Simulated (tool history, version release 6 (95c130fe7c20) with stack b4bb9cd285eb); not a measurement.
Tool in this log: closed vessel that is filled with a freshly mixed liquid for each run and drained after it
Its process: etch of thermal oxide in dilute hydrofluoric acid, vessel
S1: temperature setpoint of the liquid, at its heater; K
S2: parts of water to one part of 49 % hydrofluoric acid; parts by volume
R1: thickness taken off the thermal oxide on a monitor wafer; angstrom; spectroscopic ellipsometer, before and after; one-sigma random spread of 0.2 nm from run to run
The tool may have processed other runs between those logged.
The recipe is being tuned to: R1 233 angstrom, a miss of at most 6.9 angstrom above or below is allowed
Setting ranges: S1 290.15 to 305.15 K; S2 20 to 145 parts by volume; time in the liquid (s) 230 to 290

{"run": 1, "day": 0.0, "S1": 297.15, "S2": 80, "time in the liquid (s)": 290, "R1": 181.51}
{"run": 2, "day": 0.183, "S1": 298.15, "S2": 80, "time in the liquid (s)": 290, "R1": 188.2}
{"run": 3, "day": 0.329, "S1": 299.15, "S2": 80, "time in the liquid (s)": 290, "R1": 194.92}
{"run": 4, "day": 0.638, "S1": 299.15, "S2": 65, "time in the liquid (s)": 290, "R1": 244.02}
{"run": 5, "day": 0.892, "S1": 300.65, "S2": 65, "time in the liquid (s)": 290, "R1": 262.72}
{"run": 6, "day": 0.958, "S1": 300.65, "S2": 45, "time in the liquid (s)": 290, "R1": 387.47}
{"run": 7, "day": 1.146, "S1": 299.15, "S2": 45, "time in the liquid (s)": 290, "R1": 365.62}
{"day": 1.308, "done": "hydrofluoric acid flow meter replaced"}
{"run": 8, "day": 1.308, "S1": 299.15, "S2": 45, "time in the liquid (s)": 290, "R1": 333.83}
{"run": 9, "day": 1.592, "S1": 298.15, "S2": 45, "time in the liquid (s)": 290, "R1": 317.46}
{"run": 10, "day": 1.904, "S1": 297.65, "S2": 45, "time in the liquid (s)": 290, "R1": 311.65}
{"run": 11, "day": 1.958, "S1": 297.15, "S2": 45, "time in the liquid (s)": 290, "R1": 305.08}
{"run": 12, "day": 2.075, "S1": 293.15, "S2": 45, "time in the liquid (s)": 290, "R1": 257.07}

Below are 5 possible settings for the next run. Only one of them brings all results inside the allowed miss of their targets. Which is it?
{"run": "A", "day": 2.192, "S1": 292.65, "S2": 40, "time in the liquid (s)": 285, "R1": "?"}
{"run": "B", "day": 2.192, "S1": 291.15, "S2": 45, "time in the liquid (s)": 285, "R1": "?"}
{"run": "C", "day": 2.192, "S1": 293.15, "S2": 50, "time in the liquid (s)": 275, "R1": "?"}
{"run": "D", "day": 2.192, "S1": 295.15, "S2": 45, "time in the liquid (s)": 285, "R1": "?"}
{"run": "E", "day": 2.192, "S1": 294.15, "S2": 40, "time in the liquid (s)": 290, "R1": "?"}

move=A R1=280.57
move=B R1=232.41
move=C R1=218.62
move=D R1=275.62
move=E R1=304.37
A: its largest miss is bigger than the last run's
B: all results in spec
C: the result that was furthest off in the last run now lies on the other side of its target
D: its largest miss is bigger than the last run's
E: its largest miss is bigger than the last run's
Move B is the one to make.
